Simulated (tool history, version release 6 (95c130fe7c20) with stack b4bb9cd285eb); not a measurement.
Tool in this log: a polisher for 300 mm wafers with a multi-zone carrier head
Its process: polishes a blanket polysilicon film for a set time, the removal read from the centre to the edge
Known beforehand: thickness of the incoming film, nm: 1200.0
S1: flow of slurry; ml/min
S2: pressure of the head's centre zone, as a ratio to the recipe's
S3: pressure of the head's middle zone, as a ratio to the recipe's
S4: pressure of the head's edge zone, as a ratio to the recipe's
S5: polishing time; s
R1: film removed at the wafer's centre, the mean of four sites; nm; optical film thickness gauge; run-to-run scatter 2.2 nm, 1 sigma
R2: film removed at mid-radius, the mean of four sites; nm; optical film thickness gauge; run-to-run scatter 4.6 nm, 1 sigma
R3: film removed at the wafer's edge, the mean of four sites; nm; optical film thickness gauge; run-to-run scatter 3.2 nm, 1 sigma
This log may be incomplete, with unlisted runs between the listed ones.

| run | hour | S1 | S2 | S3 | S4 | S5 | R1 | R2 | R3 |
|---|---|---|---|---|---|---|---|---|---|
| 1 | 0.0 | 230 | 1.00 | 1.00 | 1.00 | 52 | 410.24 | 419.06 | 419.41 |
| 2 | 7.1 | 230 | 1.00 | 1.08 | 1.00 | 52 | 414.06 | 449.09 | 416.27 |
| 3 | 14.3 | 230 | 1.00 | 1.04 | 1.00 | 52 | 409.78 | 440.06 | 414.61 |
| 4 | 15.2 | 225 | 0.96 | 1.04 | 0.96 | 46 | 352.04 | 388.86 | 364.76 |
| 5 | 16.1 | 220 | 0.93 | 1.05 | 0.93 | 42 | 308.06 | 348.75 | 332.12 |
| 6 | 21.1 | 220 | 0.92 | 1.08 | 0.90 | 40 | 292.49 | 355.59 | 305.60 |

Estimate the outcome of run 7 from the log above:
| 7 | 24.3 | 210 | 0.90 | 1.06 | 0.87 | 39 | ? | ? | ? |

{"run 7": {"R1": 279.1, "R2": 333.98, "R3": 294.04}}
